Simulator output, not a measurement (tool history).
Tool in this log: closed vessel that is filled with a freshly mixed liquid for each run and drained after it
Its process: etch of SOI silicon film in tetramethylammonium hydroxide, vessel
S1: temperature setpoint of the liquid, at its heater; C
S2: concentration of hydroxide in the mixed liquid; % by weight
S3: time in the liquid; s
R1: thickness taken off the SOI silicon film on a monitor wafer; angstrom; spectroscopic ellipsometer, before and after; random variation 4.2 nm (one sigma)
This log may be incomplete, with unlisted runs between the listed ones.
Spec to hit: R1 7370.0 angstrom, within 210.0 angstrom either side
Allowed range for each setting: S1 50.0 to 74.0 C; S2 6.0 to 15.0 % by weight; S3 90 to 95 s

{"run": 1, "hour": 0.0, "S1": 61.0, "S2": 10.0, "S3": 90, "R1": 3694.2}
{"run": 2, "hour": 1.3, "S1": 62.5, "S2": 10.0, "S3": 90, "R1": 4009.7}
{"run": 3, "hour": 4.6, "S1": 64.0, "S2": 10.0, "S3": 90, "R1": 4491.1}
{"run": 4, "hour": 10.0, "S1": 65.0, "S2": 10.0, "S3": 90, "R1": 4731.4}
{"run": 5, "hour": 14.4, "S1": 66.0, "S2": 10.0, "S3": 90, "R1": 5015.4}
{"run": 6, "hour": 15.9, "S1": 66.0, "S2": 10.0, "S3": 90, "R1": 5045.1}
{"run": 7, "hour": 19.2, "S1": 67.0, "S2": 10.0, "S3": 90, "R1": 5349.8}
{"run": 8, "hour": 20.7, "S1": 67.5, "S2": 10.0, "S3": 90, "R1": 5505.7}
{"run": 9, "hour": 27.1, "S1": 68.0, "S2": 10.0, "S3": 90, "R1": 5657.1}

Exercise: of the 5 proposed moves below, exactly one satisfies all targets within the stated allowed misses. Which move is it?
{"run": "A", "hour": 33.5, "S1": 72.5, "S2": 12.0, "S3": 95, "R1": "?"}
{"run": "B", "hour": 33.5, "S1": 63.0, "S2": 9.5, "S3": 90, "R1": "?"}
{"run": "C", "hour": 33.5, "S1": 62.0, "S2": 10.0, "S3": 90, "R1": "?"}
{"run": "D", "hour": 33.5, "S1": 70.5, "S2": 10.0, "S3": 95, "R1": "?"}
{"run": "E", "hour": 33.5, "S1": 72.0, "S2": 9.5, "S3": 95, "R1": "?"}

move=A R1=7331.8
move=B R1=4302.9
move=C R1=3963.3
move=D R1=6967.9
move=E R1=7764.7
A: meets every target
B: the biggest miss grows against the last run
C: the biggest miss grows against the last run
D: better than the last run, though not everything is in spec
E: pushes the last run's worst result past its target
A meets every target.

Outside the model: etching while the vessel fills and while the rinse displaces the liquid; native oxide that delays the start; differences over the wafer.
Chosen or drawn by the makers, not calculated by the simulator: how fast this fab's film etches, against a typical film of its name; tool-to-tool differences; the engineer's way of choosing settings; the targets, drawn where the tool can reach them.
